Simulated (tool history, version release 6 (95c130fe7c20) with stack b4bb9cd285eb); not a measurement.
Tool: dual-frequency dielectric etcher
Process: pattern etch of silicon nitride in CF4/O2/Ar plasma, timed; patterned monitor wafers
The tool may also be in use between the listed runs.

run,day,source power (W),bias power (W),Ar flow (sccm),CF4 flow (sccm),etch time (s),mean etch depth across the wafer (Å)
1,0.000,430,44,76,75,8.5,131.75
2,0.083,430,44,76,64,8.5,129.36
3,0.117,410,44,76,64,8.5,122.99
4,0.271,450,44,76,64,8.5,134.85
5,0.508,420,44,76,64,8.5,126.29
6,0.708,420,44,82,64,8.5,125.04

The next listed run, before its measurement:
7,0.833,410,44,82,64,8.5,?

Run 7 gave mean etch depth across the wafer (Å) 121.17.
